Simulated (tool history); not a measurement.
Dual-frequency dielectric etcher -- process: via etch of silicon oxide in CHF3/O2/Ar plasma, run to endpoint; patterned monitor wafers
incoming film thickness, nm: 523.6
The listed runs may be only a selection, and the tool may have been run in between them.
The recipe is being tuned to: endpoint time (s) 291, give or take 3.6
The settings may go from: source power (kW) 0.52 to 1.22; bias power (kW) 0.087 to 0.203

| run | hour | source power (kW) | bias power (kW) | endpoint time (s) |
|---|---|---|---|---|
| 1 | 0 | 0.87 | 0.145 | 239.93 |
| 2 | 4.8 | 0.79 | 0.14 | 252.1 |
| 3 | 11.7 | 0.68 | 0.14 | 271.32 |
| 4 | 18.5 | 0.83 | 0.14 | 247.38 |
| 5 | 27.5 | 0.76 | 0.139 | 256 |
| 6 | 28.2 | 0.76 | 0.12 | 267.31 |
| 7 | 36 | 0.73 | 0.12 | 269.44 |
| 8 | 39.7 | 0.73 | 0.12 | 271.55 |
| 9 | 47.9 | 0.7 | 0.12 | 277.16 |
| 10 | 52.7 | 0.68 | 0.12 | 280.03 |
| 11 | 57.2 | 0.66 | 0.12 | 285.85 |

Exercise: of the 5 proposed moves below, exactly one satisfies all targets within the stated allowed misses. Which move is it?
| A | 61.7 | 0.66 | 0.121 | ? |
| B | 61.7 | 0.62 | 0.143 | ? |
| C | 61.7 | 0.64 | 0.142 | ? |
| D | 61.7 | 0.76 | 0.102 | ? |
| E | 61.7 | 0.64 | 0.117 | ? |

| move | endpoint time (s) |
|---|---|
| A | 285.21 |
| B | 282.8 |
| C | 278.88 |
| D | 276.29 |
| E | 291.78 |
A: lands further from the targets than the last run did
B: lands further from the targets than the last run did
C: lands further from the targets than the last run did
D: lands further from the targets than the last run did
E: all results land within tolerance of their targets
Move E is the one to make.
